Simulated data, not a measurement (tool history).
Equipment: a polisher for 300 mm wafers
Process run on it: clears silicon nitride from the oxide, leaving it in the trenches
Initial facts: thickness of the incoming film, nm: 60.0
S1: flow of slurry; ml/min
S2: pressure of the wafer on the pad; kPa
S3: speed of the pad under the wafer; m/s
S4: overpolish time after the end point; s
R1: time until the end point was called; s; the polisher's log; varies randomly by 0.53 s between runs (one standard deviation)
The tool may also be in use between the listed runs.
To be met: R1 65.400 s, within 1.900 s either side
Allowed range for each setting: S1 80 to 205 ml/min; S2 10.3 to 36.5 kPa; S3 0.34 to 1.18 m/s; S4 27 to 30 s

run,hour,S1,S2,S3,S4,R1
1,0.0,135,23.4,0.76,27,87.377
2,8.2,140,24.1,0.76,27,82.178
3,9.1,140,24.1,0.62,27,101.770
4,13.7,145,24.8,0.62,27,99.429
5,16.9,145,24.8,0.44,27,136.840
6,21.0,150,26.2,0.46,27,122.240
7,25.0,155,27.6,0.48,27,111.870
8,29.4,180,34.5,0.60,27,71.431
9,34.3,180,35.9,0.60,27,67.639

Exercise: of the 5 proposed moves below, exactly one satisfies all targets within the stated allowed misses. Which move is it?
A,39.2,170,35.2,0.68,30,?
B,39.2,185,34.5,0.68,30,?
C,39.2,175,36.5,0.62,29,?
D,39.2,170,36.5,0.66,29,?
E,39.2,170,35.9,0.68,28,?

move,R1
A,61.616
B,62.007
C,64.570
D,61.073
E,60.455
A: carries the result that was furthest off beyond its target, to the other side
B: carries the result that was furthest off beyond its target, to the other side
C: meets every target
D: carries the result that was furthest off beyond its target, to the other side
E: carries the result that was furthest off beyond its target, to the other side
The move that meets every target is C.
